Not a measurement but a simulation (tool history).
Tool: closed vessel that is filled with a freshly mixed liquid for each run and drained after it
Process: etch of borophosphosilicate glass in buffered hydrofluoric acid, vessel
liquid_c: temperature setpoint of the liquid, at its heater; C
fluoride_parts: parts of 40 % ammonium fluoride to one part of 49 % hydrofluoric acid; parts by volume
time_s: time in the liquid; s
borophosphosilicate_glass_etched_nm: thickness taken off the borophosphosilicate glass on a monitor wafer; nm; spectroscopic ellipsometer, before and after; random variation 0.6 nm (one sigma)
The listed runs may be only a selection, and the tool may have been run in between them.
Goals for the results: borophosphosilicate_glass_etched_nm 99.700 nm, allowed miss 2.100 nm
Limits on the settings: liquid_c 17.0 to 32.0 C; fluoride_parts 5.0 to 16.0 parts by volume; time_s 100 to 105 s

run  hour  liquid_c  fluoride_parts  time_s  borophosphosilicate_glass_etched_nm
  1   0.0      24.0             9.5     100                              123.560
  2   5.4      23.5             9.5     100                              119.330
  3   8.3      23.5             9.5     105                              127.720
  4  10.9      26.0             9.5     105                              143.730
  5  17.8      24.5             9.5     105                              133.040
  6  26.7      24.5             9.5     105                              131.810
  7  27.9      23.5             9.5     105                              127.870
  8  30.3      22.5             9.5     105                              121.460
  9  36.3      22.0             9.5     105                              115.990
 10  42.3      21.5             9.5     105                              113.370
 11  47.8      21.0             9.5     105                              111.310
     52.2  -- thermometer replaced
 12  52.2      20.5             9.5     105                              116.610
 13  56.2      20.0             9.5     105                              112.140
 14  59.5      19.5             9.5     105                              110.140
 15  67.1      19.0             9.5     105                              107.320

Pick the move, out of 5, that brings all results within their allowed miss; only one does.
  A  74.7      18.5             8.0     100                                    ?
  B  74.7      20.5             9.0     105                                    ?
  C  74.7      17.0             7.5     100                                    ?
  D  74.7      20.0            10.5     100                                    ?
  E  74.7      18.0             8.0     105                                    ?

move  borophosphosilicate_glass_etched_nm
   A                              116.030
   B                              119.590
   C                              114.530
   D                               98.737
   E                              118.490
A: misses by more than the last run did
B: misses by more than the last run did
C: misses by more than the last run did
D: all results in spec
E: misses by more than the last run did
Move D is the one to make.
